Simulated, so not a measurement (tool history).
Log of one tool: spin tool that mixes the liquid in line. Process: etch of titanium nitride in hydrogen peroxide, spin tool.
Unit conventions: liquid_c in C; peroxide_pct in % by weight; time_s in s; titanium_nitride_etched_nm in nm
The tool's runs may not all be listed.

run  hour  liquid_c  peroxide_pct  time_s  titanium_nitride_etched_nm
  1     0        51            18     240                      8.7983
  2   4.8      52.5            18     240                       9.658
  3   8.1      57.5            18     240                      13.475
  4  10.8        64            18     240                      21.167
  5  15.8      61.5            18     240                      17.984
  6  24.4      58.5            18     240                      14.659
  7  29.2        55            18     240                      11.619

Run 8 is up next; what results do you expect?
  8  34.1        55            18     240                           ?

Run 8 measured titanium_nitride_etched_nm 11.576 nm.

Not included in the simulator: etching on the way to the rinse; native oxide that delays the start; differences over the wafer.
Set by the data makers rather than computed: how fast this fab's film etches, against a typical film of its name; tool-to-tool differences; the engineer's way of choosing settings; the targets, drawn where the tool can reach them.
